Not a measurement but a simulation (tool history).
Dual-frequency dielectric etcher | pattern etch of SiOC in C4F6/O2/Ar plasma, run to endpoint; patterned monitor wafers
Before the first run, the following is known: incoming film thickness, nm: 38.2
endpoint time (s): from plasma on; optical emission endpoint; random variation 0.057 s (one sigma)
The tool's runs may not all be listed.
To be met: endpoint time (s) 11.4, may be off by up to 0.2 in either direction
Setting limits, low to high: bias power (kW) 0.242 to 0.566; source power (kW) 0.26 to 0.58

Run 1, day 0: bias power (kW) 0.404, source power (kW) 0.42. Result: endpoint time (s) 13.537.
Run 2, day 0.179: bias power (kW) 0.437, source power (kW) 0.43. Result: endpoint time (s) 12.925.
Run 3, day 0.254: bias power (kW) 0.462, source power (kW) 0.43. Result: endpoint time (s) 12.717.
Run 4, day 0.35: bias power (kW) 0.462, source power (kW) 0.47. Result: endpoint time (s) 12.113.
Run 5, day 0.692: bias power (kW) 0.462, source power (kW) 0.4. Result: endpoint time (s) 13.209.
Run 6, day 0.808: bias power (kW) 0.422, source power (kW) 0.4. Result: endpoint time (s) 13.678.
Run 7, day 0.925: bias power (kW) 0.452, source power (kW) 0.41. Result: endpoint time (s) 12.985.
Run 8, day 1.167: bias power (kW) 0.476, source power (kW) 0.42. Result: endpoint time (s) 12.702.
Run 9, day 1.325: bias power (kW) 0.494, source power (kW) 0.43. Result: endpoint time (s) 12.296.
Run 10, day 1.5: bias power (kW) 0.566, source power (kW) 0.44. Result: endpoint time (s) 11.717.

Pick the move, out of 4, that brings all results within their allowed miss; only one does.
Run A, day 1.675: bias power (kW) 0.566, source power (kW) 0.46. Result: endpoint time (s) ?.
Run B, day 1.675: bias power (kW) 0.542, source power (kW) 0.43. Result: endpoint time (s) ?.
Run C, day 1.675: bias power (kW) 0.55, source power (kW) 0.43. Result: endpoint time (s) ?.
Run D, day 1.675: bias power (kW) 0.518, source power (kW) 0.45. Result: endpoint time (s) ?.

move  endpoint time (s)
   A              11.39
   B             11.919
   C             11.853
   D             11.888
A: every result lands within tolerance
B: misses by more than the last run did
C: misses by more than the last run did
D: misses by more than the last run did
Correct choice: A, which meets every target
